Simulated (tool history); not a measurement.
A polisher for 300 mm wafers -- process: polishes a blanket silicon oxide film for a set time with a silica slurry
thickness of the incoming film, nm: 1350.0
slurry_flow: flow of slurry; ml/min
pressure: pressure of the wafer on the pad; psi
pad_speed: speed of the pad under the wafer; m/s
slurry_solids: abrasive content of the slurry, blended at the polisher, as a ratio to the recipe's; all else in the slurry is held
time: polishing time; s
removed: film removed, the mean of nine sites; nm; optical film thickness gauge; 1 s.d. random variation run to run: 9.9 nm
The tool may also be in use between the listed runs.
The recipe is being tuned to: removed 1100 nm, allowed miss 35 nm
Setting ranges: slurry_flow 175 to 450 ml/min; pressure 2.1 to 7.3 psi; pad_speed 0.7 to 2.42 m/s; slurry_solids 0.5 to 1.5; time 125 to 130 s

{"run": 1, "hour": 0.0, "slurry_flow": 290, "pressure": 4.7, "pad_speed": 1.56, "slurry_solids": 1, "time": 125, "removed": 672.04}
{"run": 2, "hour": 5.3, "slurry_flow": 290, "pressure": 5.2, "pad_speed": 1.56, "slurry_solids": 1, "time": 125, "removed": 743.39}
{"run": 3, "hour": 7.9, "slurry_flow": 330, "pressure": 5.2, "pad_speed": 1.56, "slurry_solids": 1, "time": 125, "removed": 751.84}
{"run": 4, "hour": 14.1, "slurry_flow": 330, "pressure": 4.1, "pad_speed": 1.56, "slurry_solids": 1, "time": 125, "removed": 624.7}
{"run": 5, "hour": 19.3, "slurry_flow": 335, "pressure": 4.8, "pad_speed": 1.58, "slurry_solids": 1, "time": 125, "removed": 714.35}
{"run": 6, "hour": 26.5, "slurry_flow": 340, "pressure": 5.3, "pad_speed": 1.58, "slurry_solids": 1, "time": 125, "removed": 762.01}
{"run": 7, "hour": 32.9, "slurry_flow": 340, "pressure": 5.7, "pad_speed": 1.6, "slurry_solids": 1, "time": 125, "removed": 835.31}
{"run": 8, "hour": 33.8, "slurry_flow": 340, "pressure": 6.1, "pad_speed": 1.6, "slurry_solids": 1, "time": 125, "removed": 875.85}
{"run": 9, "hour": 34.5, "slurry_flow": 340, "pressure": 6.4, "pad_speed": 1.62, "slurry_solids": 1, "time": 125, "removed": 931.85}
{"run": 10, "hour": 40.0, "slurry_flow": 340, "pressure": 6.6, "pad_speed": 1.64, "slurry_solids": 1, "time": 125, "removed": 951.64}
{"run": 11, "hour": 43.2, "slurry_flow": 340, "pressure": 6.8, "pad_speed": 1.66, "slurry_solids": 1, "time": 125, "removed": 1002.7}
{"run": 12, "hour": 47.7, "slurry_flow": 340, "pressure": 6.9, "pad_speed": 1.66, "slurry_solids": 1, "time": 125, "removed": 995.27}
{"run": 13, "hour": 51.4, "slurry_flow": 345, "pressure": 7, "pad_speed": 1.68, "slurry_solids": 1, "time": 125, "removed": 1017.1}
{"run": 14, "hour": 56.4, "slurry_flow": 345, "pressure": 7.1, "pad_speed": 1.7, "slurry_solids": 1, "time": 125, "removed": 1035.5}

5 next moves are on the table. One of them brings every result within its allowed miss. Which?
{"run": "A", "hour": 61.4, "slurry_flow": 295, "pressure": 7.2, "pad_speed": 1.76, "slurry_solids": 0.85, "time": 128, "removed": "?"}
{"run": "B", "hour": 61.4, "slurry_flow": 345, "pressure": 7.3, "pad_speed": 1.62, "slurry_solids": 1.15, "time": 126, "removed": "?"}
{"run": "C", "hour": 61.4, "slurry_flow": 355, "pressure": 7.3, "pad_speed": 1.52, "slurry_solids": 0.95, "time": 128, "removed": "?"}
{"run": "D", "hour": 61.4, "slurry_flow": 365, "pressure": 6.8, "pad_speed": 1.64, "slurry_solids": 1, "time": 126, "removed": "?"}
{"run": "E", "hour": 61.4, "slurry_flow": 350, "pressure": 6.6, "pad_speed": 1.66, "slurry_solids": 1.05, "time": 125, "removed": "?"}

move=A removed=1020.3
move=B removed=1077.5
move=C removed=972.01
move=D removed=977.87
move=E removed=969.79
A: further off than the last run
B: hits every target within its allowed miss
C: further off than the last run
D: further off than the last run
E: further off than the last run
So the answer is move B, the one that meets all the targets.
